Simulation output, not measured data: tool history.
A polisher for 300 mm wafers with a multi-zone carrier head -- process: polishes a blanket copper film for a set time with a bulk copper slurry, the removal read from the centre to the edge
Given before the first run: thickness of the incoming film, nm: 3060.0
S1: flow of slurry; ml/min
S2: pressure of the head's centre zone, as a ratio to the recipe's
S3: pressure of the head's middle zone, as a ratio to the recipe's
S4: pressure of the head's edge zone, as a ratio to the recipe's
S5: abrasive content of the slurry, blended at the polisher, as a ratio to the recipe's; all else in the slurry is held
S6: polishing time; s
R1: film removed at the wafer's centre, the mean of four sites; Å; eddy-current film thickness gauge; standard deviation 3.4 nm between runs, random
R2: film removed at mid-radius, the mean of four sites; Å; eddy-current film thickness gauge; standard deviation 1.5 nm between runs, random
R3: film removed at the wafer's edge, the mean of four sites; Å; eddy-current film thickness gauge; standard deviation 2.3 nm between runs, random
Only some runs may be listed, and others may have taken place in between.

run  hour   S1    S2    S3    S4    S5  S6      R1      R2      R3
  1     0  230     1     1     1     1  40  2237.7    2026  1956.8
  2   2.2  245  0.99  1.02  1.03  1.05  40  2196.9  2115.1  2009.9
  3    10  255     1  1.02  1.05  1.05  40  2302.2  2106.2  2058.9
  4  15.2  295     1  1.02  1.05  1.05  40  2257.4  2174.7  2073.7
  5  16.4  300     1  1.02  1.06  1.05  40  2359.5  2181.5  2101.9
     18.1  -- centre zone pressure recalibrated
  6  18.1  300     1  1.02  1.06  1.05  44  2272.7  2366.4  2345.6
  7  26.8  290  1.01  1.02  1.04  1.05  44  2313.8  2353.4  2240.8

Run 8, settings as shown, results not yet in. Your forecast:
  8  33.9  285  1.01  1.01  1.03  1.05  44   ?   ?   ?

{"run 8": {"R1": 2391.8, "R2": 2354.5, "R3": 2259.7}}

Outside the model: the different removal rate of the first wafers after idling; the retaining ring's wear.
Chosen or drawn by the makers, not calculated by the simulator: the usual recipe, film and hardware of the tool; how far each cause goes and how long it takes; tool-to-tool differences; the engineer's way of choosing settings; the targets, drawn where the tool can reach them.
